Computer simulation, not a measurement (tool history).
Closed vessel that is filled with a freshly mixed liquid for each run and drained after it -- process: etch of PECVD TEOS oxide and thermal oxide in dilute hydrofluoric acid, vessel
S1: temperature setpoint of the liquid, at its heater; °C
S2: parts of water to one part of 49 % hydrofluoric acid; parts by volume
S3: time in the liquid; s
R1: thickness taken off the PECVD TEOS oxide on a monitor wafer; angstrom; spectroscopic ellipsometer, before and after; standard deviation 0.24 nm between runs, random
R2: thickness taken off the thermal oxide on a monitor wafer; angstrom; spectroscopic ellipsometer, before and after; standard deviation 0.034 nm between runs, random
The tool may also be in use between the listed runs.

Run 1, hour 0.0: S1 25.0 °C, S2 95 parts by volume, S3 65 s. Result: R1 159.38 angstrom, R2 32.414 angstrom.
Run 2, hour 4.4: S1 25.0 °C, S2 125 parts by volume, S3 65 s. Result: R1 114.79 angstrom, R2 23.679 angstrom.
Run 3, hour 10.6: S1 26.5 °C, S2 115 parts by volume, S3 65 s. Result: R1 134.66 angstrom, R2 28.080 angstrom.
Run 4, hour 13.4: S1 27.5 °C, S2 105 parts by volume, S3 65 s. Result: R1 152.91 angstrom, R2 32.056 angstrom.
Run 5, hour 20.6: S1 25.5 °C, S2 105 parts by volume, S3 65 s. Result: R1 142.24 angstrom, R2 29.777 angstrom.
Run 6, hour 23.5: S1 25.5 °C, S2 105 parts by volume, S3 95 s. Result: R1 214.83 angstrom, R2 44.159 angstrom.
Run 7, hour 30.9: S1 26.5 °C, S2 105 parts by volume, S3 95 s. Result: R1 218.11 angstrom, R2 45.105 angstrom.

Estimate the outcome of run 8 from the log above:
Run 8, hour 33.2: S1 27.0 °C, S2 105 parts by volume, S3 95 s. Result: R1 ?, R2 ?.

R1: 225.54 angstrom
R2: 46.558 angstrom
